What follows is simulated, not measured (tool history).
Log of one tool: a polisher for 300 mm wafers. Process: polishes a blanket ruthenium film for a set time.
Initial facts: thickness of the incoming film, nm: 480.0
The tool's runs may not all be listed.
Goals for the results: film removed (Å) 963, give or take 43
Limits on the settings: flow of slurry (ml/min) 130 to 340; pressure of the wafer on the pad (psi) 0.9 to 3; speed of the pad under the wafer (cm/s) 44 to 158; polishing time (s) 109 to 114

run	hour	flow of slurry (ml/min)	pressure of the wafer on the pad (psi)	speed of the pad under the wafer (cm/s)	polishing time (s)	film removed (Å)
1	0	220	1.9	100	109	1372.8
2	1.6	220	1.8	100	109	1320.4
3	4.6	220	1.8	112	109	1421.9
4	6.5	220	2.2	112	109	1734
5	14.2	220	2	112	109	1614.6
6	22	220	2	100	109	1403
7	28.1	220	1.9	100	109	1344.7
8	34.6	220	1.8	100	109	1269.9
9	38.6	220	1.8	100	109	1274.8
# hour 39.7: slurry nozzle cleaned
10	39.7	220	1.7	100	109	1281

Which single option among these 5 for the next run brings every result within its allowed miss of target? Just one does.
A	40.8	275	1.6	84	109	?
B	40.8	255	1.6	78	109	?
C	40.8	210	2	102	114	?
D	40.8	235	1.7	116	113	?
E	40.8	200	2	100	109	?

move	film removed (Å)
A	1040.3
B	960.83
C	1566.5
D	1533.1
E	1459
A: gains on the last run, yet a result remains outside its allowed miss
B: meets every target
C: lands further from the targets than the last run did
D: lands further from the targets than the last run did
E: lands further from the targets than the last run did
Go with B: it meets all targets.
